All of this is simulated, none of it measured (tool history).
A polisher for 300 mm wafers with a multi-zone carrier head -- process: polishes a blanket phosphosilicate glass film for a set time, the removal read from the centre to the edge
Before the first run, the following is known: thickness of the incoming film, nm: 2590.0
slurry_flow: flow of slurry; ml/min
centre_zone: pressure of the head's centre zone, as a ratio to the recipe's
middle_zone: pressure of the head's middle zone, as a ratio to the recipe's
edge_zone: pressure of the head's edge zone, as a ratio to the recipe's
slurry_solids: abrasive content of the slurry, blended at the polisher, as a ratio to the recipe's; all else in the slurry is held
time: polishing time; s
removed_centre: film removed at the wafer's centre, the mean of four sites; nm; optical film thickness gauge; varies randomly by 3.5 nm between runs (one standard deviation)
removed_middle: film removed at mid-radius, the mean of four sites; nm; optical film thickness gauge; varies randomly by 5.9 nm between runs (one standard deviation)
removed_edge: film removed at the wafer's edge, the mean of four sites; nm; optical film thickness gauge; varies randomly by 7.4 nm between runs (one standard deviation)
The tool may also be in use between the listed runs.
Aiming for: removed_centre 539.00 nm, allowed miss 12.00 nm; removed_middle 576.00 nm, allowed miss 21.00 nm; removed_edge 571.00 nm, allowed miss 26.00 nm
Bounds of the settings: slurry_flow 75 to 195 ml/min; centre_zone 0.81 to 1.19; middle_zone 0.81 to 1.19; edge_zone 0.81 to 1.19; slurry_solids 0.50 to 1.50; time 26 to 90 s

run    day  slurry_flow  centre_zone  middle_zone  edge_zone  slurry_solids  time  removed_centre  removed_middle  removed_edge
  1  0.000          125         1.00         1.00       1.00           1.00    58          458.68          466.27        458.66
  2  0.354          125         1.00         1.03       1.00           1.00    58          457.24          467.42        455.07
  3  0.692          125         1.00         1.07       1.00           1.00    58          459.89          489.13        455.61
  4  0.717          125         1.00         1.07       1.00           1.00    72          574.06          603.63        558.17
  5  0.792          120         0.99         1.06       1.02           1.00    72          558.99          578.99        565.47
  6  1.008          120         0.99         1.11       1.02           1.00    72          554.86          622.23        559.39
  7  1.304          115         0.99         1.10       1.03           1.00    72          554.09          612.24        569.94
  8  1.646          115         0.99         1.10       1.03           1.00    72          551.07          604.65        560.92

Exercise: of the 5 proposed moves below, exactly one satisfies all targets within the stated allowed misses. Which move is it?
  A  1.988          100         0.92         1.13       1.00           1.10    73               ?               ?             ?
  B  1.988          110         1.09         1.09       1.05           0.95    73               ?               ?             ?
  C  1.988          105         1.07         1.05       1.06           1.00    73               ?               ?             ?
  D  1.988          105         0.94         1.14       0.96           0.80    85               ?               ?             ?
  E  1.988          120         0.97         1.06       1.06           0.85    78               ?               ?             ?

move  removed_centre  removed_middle  removed_edge
   A          528.01          637.75        574.14
   B          575.58          587.30        553.21
   C          574.80          578.91        567.48
   D          525.37          626.99        546.77
   E          537.30          586.42        563.49
A: its largest miss is bigger than the last run's
B: gets the furthest-off result to its target, but another result is out of tolerance
C: gets the furthest-off result to its target, but another result is out of tolerance
D: its largest miss is bigger than the last run's
E: in spec on every target
Correct choice: E, which meets every target
